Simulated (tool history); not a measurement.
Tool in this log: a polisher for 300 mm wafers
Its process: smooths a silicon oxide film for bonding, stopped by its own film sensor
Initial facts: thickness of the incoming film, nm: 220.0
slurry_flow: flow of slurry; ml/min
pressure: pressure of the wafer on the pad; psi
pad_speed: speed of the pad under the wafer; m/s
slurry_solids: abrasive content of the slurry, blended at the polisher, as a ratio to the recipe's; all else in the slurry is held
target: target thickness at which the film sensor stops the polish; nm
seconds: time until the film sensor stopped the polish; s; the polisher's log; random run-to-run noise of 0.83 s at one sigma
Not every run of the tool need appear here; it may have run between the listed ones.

{"run": 1, "day": 0.0, "slurry_flow": 320, "pressure": 1.9, "pad_speed": 0.68, "slurry_solids": 1.0, "target": 193, "seconds": 45.749}
{"run": 2, "day": 0.262, "slurry_flow": 320, "pressure": 1.8, "pad_speed": 0.68, "slurry_solids": 1.0, "target": 193, "seconds": 47.91}
{"run": 3, "day": 0.362, "slurry_flow": 320, "pressure": 1.7, "pad_speed": 0.68, "slurry_solids": 1.0, "target": 193, "seconds": 50.082}
{"run": 4, "day": 0.629, "slurry_flow": 320, "pressure": 1.3, "pad_speed": 0.68, "slurry_solids": 1.0, "target": 193, "seconds": 66.007}
{"run": 5, "day": 0.833, "slurry_flow": 320, "pressure": 1.3, "pad_speed": 0.68, "slurry_solids": 1.15, "target": 193, "seconds": 60.471}
{"run": 6, "day": 1.029, "slurry_flow": 320, "pressure": 1.3, "pad_speed": 0.78, "slurry_solids": 1.15, "target": 193, "seconds": 55.892}
{"run": 7, "day": 1.062, "slurry_flow": 320, "pressure": 1.2, "pad_speed": 0.78, "slurry_solids": 1.15, "target": 193, "seconds": 60.229}

Expected results for the next run?
{"run": 8, "day": 1.196, "slurry_flow": 320, "pressure": 1.1, "pad_speed": 0.78, "slurry_solids": 1.15, "target": 193, "seconds": "?"}

{"run 8": {"seconds": 64.115}}

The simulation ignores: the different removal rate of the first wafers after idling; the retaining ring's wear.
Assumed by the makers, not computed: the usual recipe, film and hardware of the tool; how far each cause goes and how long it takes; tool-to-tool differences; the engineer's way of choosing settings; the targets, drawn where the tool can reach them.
